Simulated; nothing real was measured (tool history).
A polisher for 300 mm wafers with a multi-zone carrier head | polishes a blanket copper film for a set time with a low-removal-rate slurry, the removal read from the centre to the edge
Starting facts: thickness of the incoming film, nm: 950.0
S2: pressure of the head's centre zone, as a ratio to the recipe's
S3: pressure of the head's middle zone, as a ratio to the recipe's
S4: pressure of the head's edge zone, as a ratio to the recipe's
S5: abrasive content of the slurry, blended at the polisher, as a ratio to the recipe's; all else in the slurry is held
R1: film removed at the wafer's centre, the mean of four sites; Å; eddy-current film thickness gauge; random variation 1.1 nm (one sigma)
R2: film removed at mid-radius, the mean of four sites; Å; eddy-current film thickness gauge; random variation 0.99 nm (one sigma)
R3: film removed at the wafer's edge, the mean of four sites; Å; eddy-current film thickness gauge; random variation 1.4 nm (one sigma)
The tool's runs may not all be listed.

Run 1, hour 0: flow of slurry (ml/min) 235, S2 1, S3 1, S4 1, S5 1, polishing time (s) 86. Result: R1 1822.5 Å, R2 1865.5 Å, R3 1874.4 Å.
Run 2, hour 7: flow of slurry (ml/min) 225, S2 0.98, S3 0.96, S4 0.99, S5 0.9, polishing time (s) 79. Result: R1 1597.5 Å, R2 1590.2 Å, R3 1660.1 Å.
Run 3, hour 14.5: flow of slurry (ml/min) 225, S2 1.04, S3 0.96, S4 0.99, S5 0.9, polishing time (s) 79. Result: R1 1715.2 Å, R2 1620.7 Å, R3 1647.5 Å.
Run 4, hour 22: flow of slurry (ml/min) 225, S2 1.04, S3 0.89, S4 0.99, S5 0.9, polishing time (s) 79. Result: R1 1688.4 Å, R2 1531.4 Å, R3 1677.5 Å.
Run 5, hour 29.1: flow of slurry (ml/min) 215, S2 1.01, S3 0.87, S4 0.98, S5 0.8, polishing time (s) 75. Result: R1 1526.7 Å, R2 1398.8 Å, R3 1544.3 Å.
Run 6, hour 31.5: flow of slurry (ml/min) 210, S2 0.99, S3 0.86, S4 0.98, S5 0.75, polishing time (s) 71. Result: R1 1385.2 Å, R2 1290.8 Å, R3 1478 Å.
Run 7, hour 39.8: flow of slurry (ml/min) 200, S2 0.96, S3 0.82, S4 0.88, S5 0.5, polishing time (s) 59. Result: R1 1037.3 Å, R2 977.43 Å, R3 1045.3 Å.

Run 8 comes next. What will it give?
Run 8, hour 41.6: flow of slurry (ml/min) 210, S2 0.96, S3 0.82, S4 0.91, S5 0.5, polishing time (s) 59. Result: R1 ?, R2 ?, R3 ?.

{"run 8": {"R1": 1024.7, "R2": 988.5, "R3": 1080.9}}
